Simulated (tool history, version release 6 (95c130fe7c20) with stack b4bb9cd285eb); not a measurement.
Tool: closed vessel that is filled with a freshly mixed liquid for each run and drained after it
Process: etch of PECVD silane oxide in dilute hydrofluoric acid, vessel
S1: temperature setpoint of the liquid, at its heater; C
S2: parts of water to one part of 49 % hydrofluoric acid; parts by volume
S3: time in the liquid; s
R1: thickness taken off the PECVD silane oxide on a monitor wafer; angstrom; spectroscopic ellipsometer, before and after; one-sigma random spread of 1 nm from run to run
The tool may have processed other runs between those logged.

run 1 hour=0 | S1=22 S2=130 S3=575 | R1=697.16
run 2 hour=3.4 | S1=20.5 S2=130 S3=575 | R1=659.81
run 3 hour=6.9 | S1=22.5 S2=120 S3=575 | R1=782.24
run 4 hour=7.7 | S1=22.5 S2=120 S3=575 | R1=784.34
run 5 hour=9.4 | S1=24 S2=115 S3=575 | R1=860.31
run 6 hour=18.4 | S1=24 S2=155 S3=575 | R1=606.63
run 7 hour=22.3 | S1=25.5 S2=140 S3=575 | R1=735.17
run 8 hour=26.8 | S1=26.5 S2=130 S3=575 | R1=835.43
run 9 hour=28.7 | S1=26.5 S2=130 S3=575 | R1=841.81

Run 10 has not been measured yet. What should we expect?
run 10 hour=33 | S1=27 S2=120 S3=575 | R1=?

{"run 10": {"R1": 926.96}}
